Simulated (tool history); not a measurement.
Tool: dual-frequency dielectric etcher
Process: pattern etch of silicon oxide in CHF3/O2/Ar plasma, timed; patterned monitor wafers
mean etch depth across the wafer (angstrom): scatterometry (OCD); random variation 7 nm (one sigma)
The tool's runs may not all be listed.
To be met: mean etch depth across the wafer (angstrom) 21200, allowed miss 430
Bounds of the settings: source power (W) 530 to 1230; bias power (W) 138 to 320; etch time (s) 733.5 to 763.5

run  hour  source power (W)  bias power (W)  etch time (s)  mean etch depth across the wafer (angstrom)
  1     0               880             229          733.5                                        18888
  2   7.3               930             232            734                                        19363
  3  11.8               930             250            734                                        19755
  4  16.1               930             250          733.5                                        19737
  5  22.7               830             250          733.5                                        18777
  6  23.5               920             250          733.5                                        19594
  7  26.5               960             253            734                                        20030
  8  30.3               990             255          734.5                                        20311
  9    35              1010             257            735                                        20676
 10  35.6              1020             258            735                                        20577

5 next moves are on the table. One of them brings every result within its allowed miss. Which?
  A  36.2               990             283            748                                            ?
  B  36.2               890             259          746.5                                            ?
  C  36.2               970             244            757                                            ?
  D  36.2               990             226            740                                            ?
  E  36.2               920             257          745.5                                            ?

move  mean etch depth across the wafer (angstrom)
   A                                        21455
   B                                        20042
   C                                        20617
   D                                        19865
   E                                        20216
A: meets every target
B: further off than the last run
C: nearer than the last run, and not there yet
D: further off than the last run
E: further off than the last run
Answer: A

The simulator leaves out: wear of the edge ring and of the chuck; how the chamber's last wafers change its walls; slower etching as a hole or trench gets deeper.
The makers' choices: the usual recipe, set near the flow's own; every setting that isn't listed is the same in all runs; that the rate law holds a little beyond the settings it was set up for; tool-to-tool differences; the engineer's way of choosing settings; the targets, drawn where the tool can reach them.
